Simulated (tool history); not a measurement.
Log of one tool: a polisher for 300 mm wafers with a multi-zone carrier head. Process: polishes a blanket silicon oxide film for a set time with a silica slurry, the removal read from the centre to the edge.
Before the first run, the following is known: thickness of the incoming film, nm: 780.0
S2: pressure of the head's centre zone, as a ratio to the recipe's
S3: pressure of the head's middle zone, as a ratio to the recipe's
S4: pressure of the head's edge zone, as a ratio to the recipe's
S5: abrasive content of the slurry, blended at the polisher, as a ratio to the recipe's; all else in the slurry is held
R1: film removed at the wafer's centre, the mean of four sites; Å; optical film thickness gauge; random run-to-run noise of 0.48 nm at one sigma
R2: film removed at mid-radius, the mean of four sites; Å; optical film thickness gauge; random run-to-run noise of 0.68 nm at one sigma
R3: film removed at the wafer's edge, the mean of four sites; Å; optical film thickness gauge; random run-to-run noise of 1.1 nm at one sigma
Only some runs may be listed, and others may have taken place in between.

Run 1, hour 0.0: flow of slurry (ml/min) 315, S2 1.00, S3 1.00, S4 1.00, S5 1.00, polishing time (s) 58. Result: R1 1474.30 Å, R2 1452.70 Å, R3 1469.8 Å.
Run 2, hour 3.4: flow of slurry (ml/min) 305, S2 0.97, S3 0.96, S4 0.99, S5 0.90, polishing time (s) 54. Result: R1 1276.60 Å, R2 1239.40 Å, R3 1322.0 Å.
Run 3, hour 11.6: flow of slurry (ml/min) 300, S2 0.94, S3 0.94, S4 0.97, S5 0.80, polishing time (s) 50. Result: R1 1100.80 Å, R2 1111.70 Å, R3 1128.8 Å.
Run 4, hour 18.5: flow of slurry (ml/min) 300, S2 0.94, S3 0.90, S4 0.97, S5 0.80, polishing time (s) 50. Result: R1 1105.60 Å, R2 1077.60 Å, R3 1176.8 Å.
Run 5, hour 25.8: flow of slurry (ml/min) 290, S2 0.93, S3 0.88, S4 0.97, S5 0.75, polishing time (s) 47. Result: R1 1002.70 Å, R2 963.13 Å, R3 1047.6 Å.
Run 6, hour 33.8: flow of slurry (ml/min) 280, S2 0.91, S3 0.86, S4 0.98, S5 0.70, polishing time (s) 45. Result: R1 909.69 Å, R2 881.26 Å, R3 1015.5 Å.

Estimate the outcome of run 7 from the log above:
Run 7, hour 42.4: flow of slurry (ml/min) 275, S2 0.90, S3 0.85, S4 0.97, S5 0.65, polishing time (s) 44. Result: R1 ?, R2 ?, R3 ?.

{"run 7": {"R1": 855.44, "R2": 834.5, "R3": 943.5}}

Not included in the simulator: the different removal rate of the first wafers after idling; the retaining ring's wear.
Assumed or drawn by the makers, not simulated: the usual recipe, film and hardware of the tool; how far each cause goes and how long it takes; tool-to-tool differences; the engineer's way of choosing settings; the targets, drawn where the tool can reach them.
